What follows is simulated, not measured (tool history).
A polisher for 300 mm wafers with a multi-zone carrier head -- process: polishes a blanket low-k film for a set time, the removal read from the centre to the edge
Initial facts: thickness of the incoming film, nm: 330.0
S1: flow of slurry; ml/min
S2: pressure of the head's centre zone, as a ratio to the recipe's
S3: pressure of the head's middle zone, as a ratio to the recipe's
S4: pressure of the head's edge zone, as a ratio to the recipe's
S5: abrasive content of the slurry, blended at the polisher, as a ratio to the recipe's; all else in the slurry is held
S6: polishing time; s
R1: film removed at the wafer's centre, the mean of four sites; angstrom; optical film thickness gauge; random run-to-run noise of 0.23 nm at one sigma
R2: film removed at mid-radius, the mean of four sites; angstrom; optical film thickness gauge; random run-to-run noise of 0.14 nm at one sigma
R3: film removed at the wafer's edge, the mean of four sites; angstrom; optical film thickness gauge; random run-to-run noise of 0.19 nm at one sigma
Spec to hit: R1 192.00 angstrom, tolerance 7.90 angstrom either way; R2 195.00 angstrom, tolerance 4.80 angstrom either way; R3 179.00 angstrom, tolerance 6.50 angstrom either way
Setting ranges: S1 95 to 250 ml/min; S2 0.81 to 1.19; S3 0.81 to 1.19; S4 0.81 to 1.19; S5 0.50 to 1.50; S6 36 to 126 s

run  hour   S1    S2    S3    S4    S5  S6      R1      R2      R3
  1   0.0  160  1.00  1.00  1.00  1.00  81  231.78  223.88  225.76
  2   4.1  155  0.99  1.00  0.97  0.95  81  216.48  217.18  215.39
  3  11.9  155  0.99  1.00  1.04  0.95  81  221.84  219.18  224.34
  4  12.5  130  0.99  1.00  1.04  0.95  81  211.93  207.24  214.89
  5  18.9  125  1.00  1.01  1.01  0.95  81  210.41  207.79  208.96
  6  26.1  125  1.00  1.01  1.08  0.95  81  212.00  209.41  214.57
  7  29.8  120  1.01  1.02  1.06  0.90  81  204.62  200.49  206.44
  8  34.5  115  1.02  1.03  1.03  0.90  81  205.70  202.05  206.80
  9  43.1  115  1.03  1.05  0.99  0.85  80  199.46  196.37  194.01
 10  47.9  115  1.03  1.06  0.97  0.85  80  199.12  200.45  188.15
 11  54.1  110  1.03  1.06  0.96  0.85  80  195.60  198.69  189.49

Pick the move, out of 4, that brings all results within their allowed miss; only one does.
  A  60.3  150  1.00  1.05  0.91  0.65  85   ?   ?   ?
  B  60.3  105  0.97  1.10  1.03  0.90  80   ?   ?   ?
  C  60.3  125  1.15  1.16  0.90  0.95  67   ?   ?   ?
  D  60.3  110  1.07  1.14  0.83  0.70  87   ?   ?   ?

move      R1      R2      R3
   A  194.28  194.49  182.40
   B  187.93  204.44  199.00
   C  203.29  193.34  167.77
   D  202.41  205.10  177.26
A: hits every target within its allowed miss
B: further off than the last run
C: moves the result that the last run missed by most past its target, out the other side
D: meets the target for the result that was furthest off, but another lies outside its allowed miss
A meets every target.

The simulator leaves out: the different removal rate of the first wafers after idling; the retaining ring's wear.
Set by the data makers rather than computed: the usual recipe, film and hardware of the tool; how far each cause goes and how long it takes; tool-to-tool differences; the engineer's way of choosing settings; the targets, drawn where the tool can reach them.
